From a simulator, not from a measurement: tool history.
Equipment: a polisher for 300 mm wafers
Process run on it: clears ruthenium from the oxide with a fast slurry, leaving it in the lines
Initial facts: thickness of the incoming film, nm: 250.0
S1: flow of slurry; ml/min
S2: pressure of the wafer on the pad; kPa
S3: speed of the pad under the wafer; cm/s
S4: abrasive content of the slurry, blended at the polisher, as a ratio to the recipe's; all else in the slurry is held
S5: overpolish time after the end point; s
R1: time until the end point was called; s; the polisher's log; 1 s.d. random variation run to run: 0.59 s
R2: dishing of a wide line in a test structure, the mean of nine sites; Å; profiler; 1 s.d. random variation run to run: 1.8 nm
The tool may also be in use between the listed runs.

run,hour,S1,S2,S3,S4,S5,R1,R2
1,0,215,16.5,102,1,21,67.795,677.66
2,4.1,215,13.8,102,1,21,81.631,572.18
3,9.9,215,12.4,102,1,21,89.245,547.71
4,16.1,215,13.8,102,1,23,81.515,642.63
5,21.1,215,14.5,102,1,24,77,683.05
6,25.9,215,15.2,102,1,25,74.114,715.6

The next listed run, before its measurement:
7,29.4,215,15.9,102,1,26,?,?

{"run 7": {"R1": 70.594, "R2": 799.3}}

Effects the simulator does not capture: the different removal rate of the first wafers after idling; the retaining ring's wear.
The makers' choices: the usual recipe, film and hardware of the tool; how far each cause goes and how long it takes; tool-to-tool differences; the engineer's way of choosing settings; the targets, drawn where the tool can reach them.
